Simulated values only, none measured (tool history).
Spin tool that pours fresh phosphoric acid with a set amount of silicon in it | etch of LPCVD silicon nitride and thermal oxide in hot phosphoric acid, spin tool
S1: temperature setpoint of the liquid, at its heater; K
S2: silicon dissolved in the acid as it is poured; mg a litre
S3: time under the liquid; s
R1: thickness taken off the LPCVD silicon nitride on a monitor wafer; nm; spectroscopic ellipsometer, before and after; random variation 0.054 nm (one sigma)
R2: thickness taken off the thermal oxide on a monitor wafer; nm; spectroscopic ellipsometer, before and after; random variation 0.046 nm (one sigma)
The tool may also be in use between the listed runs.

run  hour      S1    S2   S3      R1       R2
  1     0  437.15  18.5   80  8.4459   0.2041
  2   3.1  437.15   9.5   80   8.424  0.17495
  3  10.6  437.65     9   85  9.1102  0.28342
  4  13.6  437.65     5   85  9.0771   0.2205
  5  14.9  437.65  10.5   85  9.0744  0.26393
  6  20.9  437.65   9.5   90  9.6512  0.29043
  7  23.6  437.65   8.5   95  10.185  0.37551
  8  32.7  437.65   7.5  100   10.69  0.34448
  9  40.4  437.65     7  105  11.264  0.30012
 10  43.8  437.65     7  110  11.795  0.38021
 11  45.3  437.65   6.5  115  12.311  0.33212
 12  49.3  437.65     7  120  12.816  0.39765
 13  52.9  440.15    19  140  16.273  0.45438

Run 14 comes next. What will it give?
 14  59.5  440.15  20  140   ?   ?

{"run 14": {"R1": 16.215, "R2": 0.28698}}
